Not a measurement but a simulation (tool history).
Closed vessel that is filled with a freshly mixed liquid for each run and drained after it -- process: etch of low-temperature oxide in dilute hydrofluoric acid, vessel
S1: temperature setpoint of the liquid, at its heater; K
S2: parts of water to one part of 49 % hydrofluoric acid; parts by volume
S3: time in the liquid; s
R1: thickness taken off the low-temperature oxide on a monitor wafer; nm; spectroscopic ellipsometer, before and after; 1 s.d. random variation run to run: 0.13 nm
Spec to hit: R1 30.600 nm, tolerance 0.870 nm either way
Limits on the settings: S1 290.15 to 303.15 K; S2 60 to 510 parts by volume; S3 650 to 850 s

run,hour,S1,S2,S3,R1
1,0.0,295.15,285,850,21.833
2,0.9,297.15,280,850,24.078
3,1.7,298.65,280,850,25.547
4,5.2,298.65,340,850,19.678
5,13.3,295.15,340,850,17.467
6,21.7,291.65,340,850,15.372
7,28.7,291.65,340,850,15.386
8,30.4,294.65,320,850,18.621
9,32.2,298.65,255,850,28.470
10,38.7,299.15,255,850,28.999
11,47.3,299.65,255,850,29.701

Of the 5 settings listed for the next run, only one would bring every result within its allowed miss of target. Which one?
A,55.9,299.15,205,650,?
B,55.9,300.65,275,850,?
C,55.9,303.15,260,850,?
D,55.9,300.15,275,850,?
E,55.9,301.15,255,835,?

move,R1
A,29.150
B,27.735
C,32.426
D,27.269
E,30.542
A: the biggest miss grows against the last run
B: the biggest miss grows against the last run
C: takes the biggest miss from the last run beyond its target
D: the biggest miss grows against the last run
E: all results in spec
Go with E: it meets all targets.

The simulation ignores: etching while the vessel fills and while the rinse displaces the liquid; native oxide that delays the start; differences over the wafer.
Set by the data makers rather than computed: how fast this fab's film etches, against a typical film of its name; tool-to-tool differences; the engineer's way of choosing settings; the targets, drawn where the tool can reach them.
